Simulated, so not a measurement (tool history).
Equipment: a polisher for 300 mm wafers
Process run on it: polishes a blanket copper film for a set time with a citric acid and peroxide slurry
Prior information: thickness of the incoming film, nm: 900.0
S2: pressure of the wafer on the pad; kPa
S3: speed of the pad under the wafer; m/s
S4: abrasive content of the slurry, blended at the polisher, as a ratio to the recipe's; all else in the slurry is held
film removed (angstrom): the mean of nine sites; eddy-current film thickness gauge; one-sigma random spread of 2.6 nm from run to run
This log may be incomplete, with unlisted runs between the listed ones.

{"run": 1, "day": 0.0, "flow of slurry (ml/min)": 155, "S2": 17.2, "S3": 0.98, "S4": 1, "polishing time (s)": 125, "film removed (angstrom)": 1892.8}
{"run": 2, "day": 0.2, "flow of slurry (ml/min)": 160, "S2": 18.6, "S3": 0.98, "S4": 1, "polishing time (s)": 125, "film removed (angstrom)": 2046.7}
{"run": 3, "day": 0.567, "flow of slurry (ml/min)": 165, "S2": 20, "S3": 0.98, "S4": 1, "polishing time (s)": 125, "film removed (angstrom)": 2161.4}
{"run": 4, "day": 0.588, "flow of slurry (ml/min)": 165, "S2": 21.4, "S3": 0.98, "S4": 1, "polishing time (s)": 125, "film removed (angstrom)": 2291.5}
{"run": 5, "day": 0.9, "flow of slurry (ml/min)": 165, "S2": 22.1, "S3": 0.98, "S4": 1, "polishing time (s)": 125, "film removed (angstrom)": 2374.5}
{"run": 6, "day": 1.121, "flow of slurry (ml/min)": 165, "S2": 22.1, "S3": 0.8, "S4": 1, "polishing time (s)": 125, "film removed (angstrom)": 1985.8}

Estimate the outcome of run 7 from the log above:
{"run": 7, "day": 1.371, "flow of slurry (ml/min)": 195, "S2": 26.9, "S3": 0.94, "S4": 1, "polishing time (s)": 125, "film removed (angstrom)": "?"}

film removed (angstrom): 2870
